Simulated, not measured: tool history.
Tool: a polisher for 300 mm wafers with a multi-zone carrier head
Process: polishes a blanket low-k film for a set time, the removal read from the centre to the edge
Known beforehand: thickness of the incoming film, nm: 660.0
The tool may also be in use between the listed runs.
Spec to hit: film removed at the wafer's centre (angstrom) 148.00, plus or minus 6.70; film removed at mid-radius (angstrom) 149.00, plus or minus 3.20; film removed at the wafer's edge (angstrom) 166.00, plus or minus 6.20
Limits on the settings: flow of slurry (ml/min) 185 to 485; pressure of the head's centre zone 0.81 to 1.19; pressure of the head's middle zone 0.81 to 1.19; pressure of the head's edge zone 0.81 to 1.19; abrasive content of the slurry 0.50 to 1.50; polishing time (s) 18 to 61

| run | hour | flow of slurry (ml/min) | pressure of the head's centre zone | pressure of the head's middle zone | pressure of the head's edge zone | abrasive content of the slurry | polishing time (s) | film removed at the wafer's centre (angstrom) | film removed at mid-radius (angstrom) | film removed at the wafer's edge (angstrom) |
|---|---|---|---|---|---|---|---|---|---|---|
| 1 | 0.0 | 310 | 1.00 | 1.00 | 1.00 | 1.00 | 39 | 223.02 | 203.05 | 203.67 |
| 2 | 7.1 | 310 | 1.00 | 1.04 | 1.00 | 1.00 | 39 | 221.83 | 211.82 | 205.37 |
| 3 | 15.3 | 355 | 1.00 | 1.04 | 1.00 | 1.00 | 39 | 220.08 | 213.71 | 202.19 |
| 4 | 18.2 | 360 | 0.95 | 1.00 | 1.01 | 0.85 | 39 | 197.26 | 191.21 | 187.30 |
| 5 | 22.8 | 360 | 0.95 | 1.00 | 1.01 | 0.85 | 29 | 143.58 | 141.61 | 138.53 |
| 6 | 25.5 | 360 | 0.95 | 1.00 | 1.01 | 0.85 | 34 | 176.60 | 166.88 | 165.45 |
|  | 34.4 | centre zone pressure recalibrated |
| 7 | 34.4 | 340 | 0.91 | 0.99 | 1.05 | 0.80 | 34 | 141.49 | 158.51 | 161.40 |
| 8 | 40.8 | 335 | 0.92 | 0.97 | 1.06 | 0.80 | 34 | 144.81 | 156.08 | 158.90 |

Below are 5 possible settings for the next run. Only one of them brings all results inside the allowed miss of their targets. Which is it?
| A | 47.2 | 335 | 1.07 | 1.04 | 0.95 | 0.80 | 33 | ? | ? | ? |
| B | 47.2 | 380 | 1.02 | 0.91 | 0.88 | 0.50 | 45 | ? | ? | ? |
| C | 47.2 | 280 | 0.91 | 0.94 | 1.03 | 0.85 | 34 | ? | ? | ? |
| D | 47.2 | 370 | 0.92 | 0.91 | 1.10 | 0.90 | 32 | ? | ? | ? |
| E | 47.2 | 335 | 1.06 | 1.04 | 0.99 | 1.00 | 29 | ? | ? | ? |

| move | film removed at the wafer's centre (angstrom) | film removed at mid-radius (angstrom) | film removed at the wafer's edge (angstrom) |
|---|---|---|---|
| A | 164.72 | 161.31 | 150.60 |
| B | 161.15 | 149.08 | 149.29 |
| C | 146.99 | 156.81 | 165.38 |
| D | 146.75 | 150.70 | 167.83 |
| E | 160.65 | 158.82 | 151.19 |
A: the biggest miss grows against the last run
B: puts the biggest miss on target and leaves a different result outside tolerance
C: the biggest miss grows against the last run
D: hits every target within its allowed miss
E: the biggest miss grows against the last run
Go with D: it meets all targets.
